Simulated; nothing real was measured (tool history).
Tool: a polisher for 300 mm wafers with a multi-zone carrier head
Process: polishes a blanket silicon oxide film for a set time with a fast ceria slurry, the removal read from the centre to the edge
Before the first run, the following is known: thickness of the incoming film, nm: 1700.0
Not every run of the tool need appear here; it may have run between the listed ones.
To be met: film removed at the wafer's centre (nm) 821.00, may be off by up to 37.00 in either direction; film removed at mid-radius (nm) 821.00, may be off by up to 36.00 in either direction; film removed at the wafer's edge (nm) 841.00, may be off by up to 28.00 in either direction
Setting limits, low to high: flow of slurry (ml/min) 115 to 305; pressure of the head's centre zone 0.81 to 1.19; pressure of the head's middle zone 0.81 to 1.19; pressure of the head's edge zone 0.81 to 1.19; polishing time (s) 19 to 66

run,hour,flow of slurry (ml/min),pressure of the head's centre zone,pressure of the head's middle zone,pressure of the head's edge zone,polishing time (s),film removed at the wafer's centre (nm),film removed at mid-radius (nm),film removed at the wafer's edge (nm)
1,0.0,195,1.00,1.00,1.00,42,689.26,674.53,675.61
2,7.1,175,1.00,1.00,1.00,42,681.39,659.46,667.28
3,9.1,190,1.01,1.02,1.05,44,743.75,716.62,732.86
4,10.9,190,1.01,1.02,0.97,44,733.61,713.69,695.50
5,15.0,205,1.01,1.04,1.03,45,747.36,772.69,723.82
6,18.6,205,1.01,1.04,1.03,38,656.39,627.28,614.05
7,22.6,205,1.01,1.04,1.03,38,648.62,633.61,623.33
8,29.2,205,1.01,1.04,1.06,41,688.85,695.85,690.52
9,37.6,245,1.09,1.05,1.16,46,841.69,781.92,819.82

Exercise: of the 5 proposed moves below, exactly one satisfies all targets within the stated allowed misses. Which move is it?
A,46.0,255,1.08,1.11,1.12,44,?,?,?
B,46.0,220,1.04,0.89,1.19,49,?,?,?
C,46.0,220,1.01,1.02,1.19,50,?,?,?
D,46.0,150,1.08,1.11,1.19,49,?,?,?
E,46.0,225,1.09,0.90,1.19,47,?,?,?

move,film removed at the wafer's centre (nm),film removed at mid-radius (nm),film removed at the wafer's edge (nm)
A,823.53,813.61,757.59
B,870.09,738.37,861.13
C,867.94,844.70,877.18
D,837.01,834.81,819.72
E,869.95,716.82,827.72
A: brings the result that was furthest off to its target, and leaves another outside
B: the biggest miss grows against the last run
C: brings the result that was furthest off to its target, and leaves another outside
D: meets every target
E: the biggest miss grows against the last run
D meets every target.

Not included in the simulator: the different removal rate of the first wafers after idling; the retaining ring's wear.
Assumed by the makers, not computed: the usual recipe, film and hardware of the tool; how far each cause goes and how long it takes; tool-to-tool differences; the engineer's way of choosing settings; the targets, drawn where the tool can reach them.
